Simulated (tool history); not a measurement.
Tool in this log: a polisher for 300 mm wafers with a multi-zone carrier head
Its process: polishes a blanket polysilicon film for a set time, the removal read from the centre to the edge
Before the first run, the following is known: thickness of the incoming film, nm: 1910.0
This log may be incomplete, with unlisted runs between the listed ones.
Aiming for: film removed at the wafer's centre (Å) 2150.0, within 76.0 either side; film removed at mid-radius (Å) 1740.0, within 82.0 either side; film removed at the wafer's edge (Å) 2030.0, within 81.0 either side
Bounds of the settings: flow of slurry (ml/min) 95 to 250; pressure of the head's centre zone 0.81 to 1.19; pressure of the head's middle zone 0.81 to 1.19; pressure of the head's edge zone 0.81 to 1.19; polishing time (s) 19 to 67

run	hour	flow of slurry (ml/min)	pressure of the head's centre zone	pressure of the head's middle zone	pressure of the head's edge zone	polishing time (s)	film removed at the wafer's centre (Å)	film removed at mid-radius (Å)	film removed at the wafer's edge (Å)
1	0.0	160	1.00	1.00	1.00	43	2801.4	2853.4	2795.1
2	2.7	160	1.00	0.96	1.00	43	2806.7	2628.6	2770.8
3	9.0	160	0.93	0.96	1.00	43	2648.9	2723.9	2801.3
4	10.4	135	0.93	0.96	1.00	43	2508.0	2564.3	2758.3
5	15.9	135	0.94	0.94	0.98	42	2542.4	2446.8	2641.8
6	21.2	130	0.94	0.93	0.97	41	2405.4	2382.1	2503.1
7	26.2	125	0.95	0.91	0.97	40	2321.3	2212.6	2440.3
8	31.3	120	0.96	0.90	0.96	40	2295.8	2292.1	2450.6
9	40.1	135	0.98	0.89	0.98	38	2360.1	2119.7	2348.7
10	49.0	135	0.98	0.88	0.98	37	2276.8	2095.8	2319.8

Pick the move, out of 4, that brings all results within their allowed miss; only one does.
A	57.9	150	1.01	0.81	1.01	34	?	?	?
B	57.9	170	0.91	0.99	1.00	37	?	?	?
C	57.9	185	1.00	0.81	0.90	32	?	?	?
D	57.9	190	1.05	0.97	0.94	31	?	?	?

move	film removed at the wafer's centre (Å)	film removed at mid-radius (Å)	film removed at the wafer's edge (Å)
A	2242.5	1821.8	2216.0
B	2251.8	2391.7	2430.3
C	2170.2	1773.5	2023.9
D	2220.4	2001.6	2001.9
A: corrects the largest miss of the last run, while another result sits out of spec
B: misses by more than the last run did
C: meets every target
D: nearer than the last run, and not there yet
C meets every target.

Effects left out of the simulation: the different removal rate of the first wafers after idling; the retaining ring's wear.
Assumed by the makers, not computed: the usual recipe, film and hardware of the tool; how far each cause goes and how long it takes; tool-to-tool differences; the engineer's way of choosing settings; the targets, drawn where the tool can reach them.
